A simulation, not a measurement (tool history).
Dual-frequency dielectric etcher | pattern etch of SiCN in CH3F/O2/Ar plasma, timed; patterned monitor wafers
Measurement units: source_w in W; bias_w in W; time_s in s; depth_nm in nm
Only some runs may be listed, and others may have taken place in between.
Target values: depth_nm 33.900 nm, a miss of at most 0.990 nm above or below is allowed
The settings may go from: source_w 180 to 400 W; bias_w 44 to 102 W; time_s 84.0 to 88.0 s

| run | hour | source_w | bias_w | time_s | depth_nm |
|---|---|---|---|---|---|
| 1 | 0.0 | 290 | 73 | 84.0 | 29.043 |
| 2 | 2.3 | 300 | 74 | 84.0 | 29.703 |
| 3 | 11.0 | 320 | 74 | 84.0 | 30.634 |
| 4 | 12.2 | 270 | 74 | 84.0 | 27.890 |
| 5 | 21.1 | 270 | 81 | 84.0 | 29.033 |
| 6 | 24.2 | 240 | 81 | 84.0 | 26.706 |
| 7 | 27.5 | 240 | 81 | 84.0 | 26.893 |
| 8 | 36.4 | 250 | 82 | 84.0 | 27.786 |
| 9 | 44.3 | 260 | 83 | 84.0 | 28.643 |
| 10 | 50.1 | 270 | 83 | 84.0 | 29.335 |
| 11 | 55.6 | 280 | 83 | 84.0 | 29.687 |
| 12 | 61.2 | 290 | 83 | 84.0 | 30.471 |
| 13 | 61.8 | 310 | 85 | 84.0 | 31.885 |

Below are 4 possible settings for the next run. Only one of them brings all results inside the allowed miss of their targets. Which is it?
| A | 62.4 | 310 | 75 | 84.0 | ? |
| B | 62.4 | 320 | 79 | 84.0 | ? |
| C | 62.4 | 320 | 91 | 86.5 | ? |
| D | 62.4 | 280 | 84 | 87.5 | ? |

| move | depth_nm |
|---|---|
| A | 30.409 |
| B | 31.548 |
| C | 34.248 |
| D | 31.166 |
A: misses by more than the last run did
B: misses by more than the last run did
C: each result inside its tolerance
D: misses by more than the last run did
The move that meets every target is C.

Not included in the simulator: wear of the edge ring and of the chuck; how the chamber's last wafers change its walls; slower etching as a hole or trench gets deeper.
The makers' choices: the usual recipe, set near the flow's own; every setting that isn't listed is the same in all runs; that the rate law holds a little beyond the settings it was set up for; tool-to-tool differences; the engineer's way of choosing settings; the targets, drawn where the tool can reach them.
